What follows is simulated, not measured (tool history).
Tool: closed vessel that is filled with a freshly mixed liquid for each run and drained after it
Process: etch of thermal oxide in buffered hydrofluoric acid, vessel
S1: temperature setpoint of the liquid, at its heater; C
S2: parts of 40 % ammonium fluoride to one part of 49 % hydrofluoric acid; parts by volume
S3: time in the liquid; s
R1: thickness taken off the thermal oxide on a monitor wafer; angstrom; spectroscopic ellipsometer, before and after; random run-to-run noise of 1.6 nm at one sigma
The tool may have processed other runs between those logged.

run	hour	S1	S2	S3	R1
1	0.0	21.0	24.0	165	820.91
2	2.7	23.0	21.5	165	1001.10
3	7.1	23.0	21.5	165	983.69
4	12.2	23.0	21.5	175	1054.60
# hour 14.9: hydrofluoric acid flow meter replaced
5	14.9	24.5	19.5	175	1141.60
6	21.2	26.0	19.5	175	1254.10
7	26.4	27.0	17.5	175	1454.10
8	27.5	27.5	17.0	175	1540.70

Estimate the outcome of run 9 from the log above:
9	29.0	28.0	17.0	175	?

Run 9 yielded R1 1562.80 angstrom.
